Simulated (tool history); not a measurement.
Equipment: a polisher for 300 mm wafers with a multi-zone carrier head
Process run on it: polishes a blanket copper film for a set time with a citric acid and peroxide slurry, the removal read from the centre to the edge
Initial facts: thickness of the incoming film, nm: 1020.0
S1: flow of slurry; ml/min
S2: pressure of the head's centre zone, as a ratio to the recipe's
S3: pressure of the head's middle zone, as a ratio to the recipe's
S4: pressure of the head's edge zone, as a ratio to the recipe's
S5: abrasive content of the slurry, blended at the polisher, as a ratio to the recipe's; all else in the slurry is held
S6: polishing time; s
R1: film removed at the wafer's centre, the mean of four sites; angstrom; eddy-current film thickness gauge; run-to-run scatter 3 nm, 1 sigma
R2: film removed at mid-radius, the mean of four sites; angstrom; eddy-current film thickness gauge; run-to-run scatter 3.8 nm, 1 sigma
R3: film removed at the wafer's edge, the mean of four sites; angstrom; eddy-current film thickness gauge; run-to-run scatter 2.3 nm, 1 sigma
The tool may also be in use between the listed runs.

run  hour   S1    S2    S3    S4    S5  S6      R1      R2      R3
  1     0  145     1     1     1     1  88  2278.9  2222.1  2219.9
  2   5.2  155  0.96  1.04  1.05   1.1  89  2312.1  2388.6  2375.5
  3  10.1  155  0.96  1.04  1.05   1.1  81  2107.7  2233.2  2206.8
  4  12.3  155  0.96  1.04  1.05     1  81  2056.9  2153.9  2110.8
  5  15.5  155  0.96  1.09  1.05     1  81  2042.1    2199  2094.8
  6  22.5  155  0.96  1.09  0.96     1  81  2050.6  2259.1  2012.3
  7  28.9  165  0.93  1.11  1.01  1.15  83  2147.5  2474.1  2236.1
  8  30.5  175  0.91  1.12  1.05  1.25  84  2185.1    2614  2382.1

What will run 9 give?
  9  37.9  185  0.9  1.13  1.08  1.35  85   ?   ?   ?

Run 9 measured R1 2230.4 angstrom, R2 2709.9 angstrom, R3 2521.3 angstrom.

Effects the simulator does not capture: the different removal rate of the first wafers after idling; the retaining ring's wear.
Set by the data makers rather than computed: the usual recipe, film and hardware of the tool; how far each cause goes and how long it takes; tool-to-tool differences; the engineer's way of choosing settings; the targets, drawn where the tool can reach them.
